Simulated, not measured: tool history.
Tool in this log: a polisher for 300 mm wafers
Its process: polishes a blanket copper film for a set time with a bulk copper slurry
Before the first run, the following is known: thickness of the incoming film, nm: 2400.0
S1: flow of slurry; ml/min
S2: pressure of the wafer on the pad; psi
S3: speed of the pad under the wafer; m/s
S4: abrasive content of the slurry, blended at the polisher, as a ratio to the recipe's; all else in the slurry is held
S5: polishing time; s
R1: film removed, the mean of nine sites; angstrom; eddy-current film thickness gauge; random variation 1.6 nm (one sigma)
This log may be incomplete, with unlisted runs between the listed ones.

run,hour,S1,S2,S3,S4,S5,R1
1,0.0,195,2.4,1.18,1.00,38,3825.0
2,4.6,195,2.1,1.08,1.00,38,3117.2
3,5.3,195,2.1,1.08,0.95,38,3126.1
4,6.5,195,2.1,1.08,1.15,38,3183.9
5,10.7,195,2.7,1.08,1.15,38,3893.2
6,15.7,195,2.3,0.98,1.15,38,3103.2
7,21.5,195,2.0,0.92,1.15,38,2603.6

The next listed run, before its measurement:
8,28.8,195,1.8,0.88,1.15,38,?

R1: 2315.3 angstrom

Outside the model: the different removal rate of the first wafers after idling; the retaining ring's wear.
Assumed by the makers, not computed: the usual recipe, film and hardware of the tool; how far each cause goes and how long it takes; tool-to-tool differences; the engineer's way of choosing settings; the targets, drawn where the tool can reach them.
